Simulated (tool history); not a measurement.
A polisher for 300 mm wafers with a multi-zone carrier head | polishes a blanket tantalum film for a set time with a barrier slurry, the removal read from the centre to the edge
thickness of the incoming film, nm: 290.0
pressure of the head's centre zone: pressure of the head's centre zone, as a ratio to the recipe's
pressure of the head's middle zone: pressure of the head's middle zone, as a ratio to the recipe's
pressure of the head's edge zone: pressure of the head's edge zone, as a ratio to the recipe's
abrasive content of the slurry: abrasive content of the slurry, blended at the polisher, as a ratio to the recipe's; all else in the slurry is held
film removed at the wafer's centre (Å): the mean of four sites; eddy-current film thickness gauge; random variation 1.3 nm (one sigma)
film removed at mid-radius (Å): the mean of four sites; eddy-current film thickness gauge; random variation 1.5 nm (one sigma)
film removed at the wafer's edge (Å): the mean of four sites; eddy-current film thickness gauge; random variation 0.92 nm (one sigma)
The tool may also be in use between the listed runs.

run	hour	flow of slurry (ml/min)	pressure of the head's centre zone	pressure of the head's middle zone	pressure of the head's edge zone	abrasive content of the slurry	polishing time (s)	film removed at the wafer's centre (Å)	film removed at mid-radius (Å)	film removed at the wafer's edge (Å)
1	0.0	135	1.00	1.00	1.00	1.00	54	953.66	929.43	949.43
2	4.0	145	1.00	1.02	1.04	1.15	56	1065.70	1033.80	1050.10
3	11.0	145	1.00	1.05	1.04	1.15	56	1049.10	1033.70	1055.70
4	12.9	115	1.00	1.05	1.04	1.15	56	999.89	1024.00	1017.70
5	15.5	125	1.00	1.07	1.08	1.25	58	1075.10	1099.00	1102.40
6	20.4	125	1.05	1.07	1.08	1.25	58	1130.70	1101.60	1111.00

Forecast run 7:
7	29.2	135	1.04	1.09	1.11	1.30	59	?	?	?

Run 7 gave film removed at the wafer's centre (Å) 1166.80, film removed at mid-radius (Å) 1180.50, film removed at the wafer's edge (Å) 1157.00.
